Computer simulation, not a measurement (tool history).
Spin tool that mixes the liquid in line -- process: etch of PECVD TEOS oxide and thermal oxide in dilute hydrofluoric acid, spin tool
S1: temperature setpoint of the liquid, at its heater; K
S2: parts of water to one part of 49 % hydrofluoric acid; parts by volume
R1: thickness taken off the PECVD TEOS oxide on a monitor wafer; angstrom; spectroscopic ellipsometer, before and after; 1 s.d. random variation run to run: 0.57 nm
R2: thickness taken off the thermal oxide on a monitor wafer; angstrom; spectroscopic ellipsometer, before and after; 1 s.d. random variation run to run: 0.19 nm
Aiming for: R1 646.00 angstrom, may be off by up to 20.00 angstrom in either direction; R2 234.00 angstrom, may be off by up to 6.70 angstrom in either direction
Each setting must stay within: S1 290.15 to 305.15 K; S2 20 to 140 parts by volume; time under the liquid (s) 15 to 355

Run 1, hour 0.0: S1 297.15 K, S2 75 parts by volume, time under the liquid (s) 180. Result: R1 300.87 angstrom, R2 111.71 angstrom.
Run 2, hour 5.2: S1 299.65 K, S2 65 parts by volume, time under the liquid (s) 180. Result: R1 396.14 angstrom, R2 141.94 angstrom.
Run 3, hour 12.0: S1 299.65 K, S2 65 parts by volume, time under the liquid (s) 235. Result: R1 516.72 angstrom, R2 186.70 angstrom.
Run 4, hour 17.7: S1 299.65 K, S2 50 parts by volume, time under the liquid (s) 235. Result: R1 679.38 angstrom, R2 244.57 angstrom.
Run 5, hour 24.5: S1 299.15 K, S2 50 parts by volume, time under the liquid (s) 235. Result: R1 667.23 angstrom, R2 242.58 angstrom.
Run 6, hour 30.4: S1 299.15 K, S2 50 parts by volume, time under the liquid (s) 200. Result: R1 566.95 angstrom, R2 204.58 angstrom.
Run 7, hour 33.9: S1 299.65 K, S2 50 parts by volume, time under the liquid (s) 200. Result: R1 582.13 angstrom, R2 208.67 angstrom.
Run 8, hour 35.6: S1 300.15 K, S2 50 parts by volume, time under the liquid (s) 200. Result: R1 594.82 angstrom, R2 215.75 angstrom.
Run 9, hour 42.3: S1 300.65 K, S2 50 parts by volume, time under the liquid (s) 200. Result: R1 597.42 angstrom, R2 220.38 angstrom.
Run 10, hour 43.6: S1 300.65 K, S2 45 parts by volume, time under the liquid (s) 200. Result: R1 674.34 angstrom, R2 244.97 angstrom.
Run 11, hour 44.8: S1 300.15 K, S2 45 parts by volume, time under the liquid (s) 200. Result: R1 671.86 angstrom, R2 240.16 angstrom.

Pick the move, out of 5, that brings all results within their allowed miss; only one does.
Run A, hour 46.0: S1 298.65 K, S2 35 parts by volume, time under the liquid (s) 170. Result: R1 ?, R2 ?.
Run B, hour 46.0: S1 302.65 K, S2 70 parts by volume, time under the liquid (s) 305. Result: R1 ?, R2 ?.
Run C, hour 46.0: S1 300.65 K, S2 55 parts by volume, time under the liquid (s) 250. Result: R1 ?, R2 ?.
Run D, hour 46.0: S1 300.65 K, S2 45 parts by volume, time under the liquid (s) 200. Result: R1 ?, R2 ?.
Run E, hour 46.0: S1 301.65 K, S2 40 parts by volume, time under the liquid (s) 160. Result: R1 ?, R2 ?.

move      R1      R2
   A  689.24  250.12
   B  689.78  250.32
   C  679.90  246.73
   D  674.47  244.76
   E  636.57  231.01
A: misses by more than the last run did
B: misses by more than the last run did
C: misses by more than the last run did
D: misses by more than the last run did
E: each result inside its tolerance
Move E is the one to make.
